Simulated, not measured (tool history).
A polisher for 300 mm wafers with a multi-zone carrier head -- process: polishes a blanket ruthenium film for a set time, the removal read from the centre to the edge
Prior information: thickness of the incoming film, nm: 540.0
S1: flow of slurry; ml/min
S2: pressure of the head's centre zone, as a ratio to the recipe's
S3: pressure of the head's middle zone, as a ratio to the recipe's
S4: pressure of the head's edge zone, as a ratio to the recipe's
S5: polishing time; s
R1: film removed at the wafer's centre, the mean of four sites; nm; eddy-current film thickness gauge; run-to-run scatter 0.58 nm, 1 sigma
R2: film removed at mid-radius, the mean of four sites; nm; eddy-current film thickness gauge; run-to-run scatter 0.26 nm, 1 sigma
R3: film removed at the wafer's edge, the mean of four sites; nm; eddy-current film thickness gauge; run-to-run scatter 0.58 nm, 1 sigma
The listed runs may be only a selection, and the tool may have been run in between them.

run  hour   S1    S2    S3    S4  S5      R1      R2      R3
  1   0.0  260  1.00  1.00  1.00  35  50.204  50.153  48.772
  2   8.2  255  0.99  0.99  0.95  34  46.460  47.126  45.928
  3  10.6  250  1.00  1.00  0.91  33  46.921  46.946  44.645
  4  14.7  225  1.00  1.00  0.91  33  45.595  46.350  44.374
  5  22.5  225  0.93  1.00  0.91  33  42.996  46.112  43.272
  6  24.4  225  0.93  1.00  0.91  38  48.374  52.825  48.595
  7  31.7  220  0.97  0.97  0.81  31  42.483  42.291  38.230

For run 8, what comes out?
  8  39.5  225  0.97  0.98  0.82  31   ?   ?   ?

Run 8 produced R1 41.723 nm, R2 42.377 nm, R3 39.481 nm.

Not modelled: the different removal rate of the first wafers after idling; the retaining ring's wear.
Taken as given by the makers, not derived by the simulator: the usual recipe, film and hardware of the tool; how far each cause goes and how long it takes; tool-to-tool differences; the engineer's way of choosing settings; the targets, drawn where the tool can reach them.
